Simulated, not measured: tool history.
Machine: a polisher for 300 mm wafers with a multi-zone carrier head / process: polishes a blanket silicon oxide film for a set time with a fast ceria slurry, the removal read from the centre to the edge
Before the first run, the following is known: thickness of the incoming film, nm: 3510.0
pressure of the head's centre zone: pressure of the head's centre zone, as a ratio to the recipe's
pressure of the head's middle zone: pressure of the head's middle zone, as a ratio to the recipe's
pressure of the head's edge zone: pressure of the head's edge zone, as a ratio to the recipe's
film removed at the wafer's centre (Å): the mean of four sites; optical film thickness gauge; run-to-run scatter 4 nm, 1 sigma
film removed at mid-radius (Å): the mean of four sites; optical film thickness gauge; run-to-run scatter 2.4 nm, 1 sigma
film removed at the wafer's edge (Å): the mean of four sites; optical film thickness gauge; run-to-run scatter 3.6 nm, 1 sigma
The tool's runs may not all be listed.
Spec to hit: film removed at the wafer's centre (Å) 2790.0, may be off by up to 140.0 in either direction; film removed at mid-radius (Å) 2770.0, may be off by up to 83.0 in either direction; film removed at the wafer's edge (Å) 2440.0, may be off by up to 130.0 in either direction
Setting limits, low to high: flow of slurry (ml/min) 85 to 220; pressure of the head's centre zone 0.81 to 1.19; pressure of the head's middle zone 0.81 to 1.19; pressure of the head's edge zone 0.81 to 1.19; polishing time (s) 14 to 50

run    day  flow of slurry (ml/min)  pressure of the head's centre zone  pressure of the head's middle zone  pressure of the head's edge zone  polishing time (s)  film removed at the wafer's centre (Å)  film removed at mid-radius (Å)  film removed at the wafer's edge (Å)
  1  0.000                      140                                1.00                                1.00                              1.00                  32                                  4738.1                          4545.9                                4725.3
  2  0.250                      140                                1.00                                1.00                              1.06                  32                                  4671.7                          4657.8                                4984.1
  3  0.288                      140                                1.00                                1.00                              0.97                  32                                  4653.7                          4581.6                                4705.2
  4  0.612                      140                                1.02                                1.02                              0.92                  27                                  4035.2                          3974.3                                3928.0
  5  0.958                      135                                1.05                                1.04                              0.89                  23                                  3440.3                          3349.6                                3237.2
  6  1.221                      135                                1.05                                1.04                              0.89                  16                                  2460.5                          2353.0                                2221.7
  7  1.579                      150                                1.05                                1.06                              0.89                  16                                  2530.7                          2437.6                                2314.6
  8  1.771                      190                                1.10                                1.16                              0.84                  16                                  2748.0                          2638.1                                2301.7
  9  2.121                      190                                1.09                                1.17                              0.85                  16                                  2792.5                          2693.6                                2318.4

Consider the 5 candidate settings below. Which is the only one whose results all fall within their allowed miss of target?
  A  2.471                      185                                1.16                                1.17                              0.82                  15                                       ?                               ?                                     ?
  B  2.471                      210                                1.15                                1.09                              0.89                  16                                       ?                               ?                                     ?
  C  2.471                      185                                1.10                                1.08                              0.88                  16                                       ?                               ?                                     ?
  D  2.471                      190                                1.12                                1.19                              0.96                  16                                       ?                               ?                                     ?
  E  2.471                      220                                1.06                                0.98                              0.87                  17                                       ?                               ?                                     ?

move  film removed at the wafer's centre (Å)  film removed at mid-radius (Å)  film removed at the wafer's edge (Å)
   A                                  2663.2                          2492.1                                2132.5
   B                                  2877.1                          2588.2                                2395.4
   C                                  2699.2                          2524.7                                2349.6
   D                                  2760.6                          2699.5                                2451.3
   E                                  2847.2                          2590.2                                2533.8
A: its largest miss is bigger than the last run's
B: gets the furthest-off result to its target, but another result is out of tolerance
C: gets the furthest-off result to its target, but another result is out of tolerance
D: hits every target within its allowed miss
E: gets the furthest-off result to its target, but another result is out of tolerance
The move that meets every target is D.
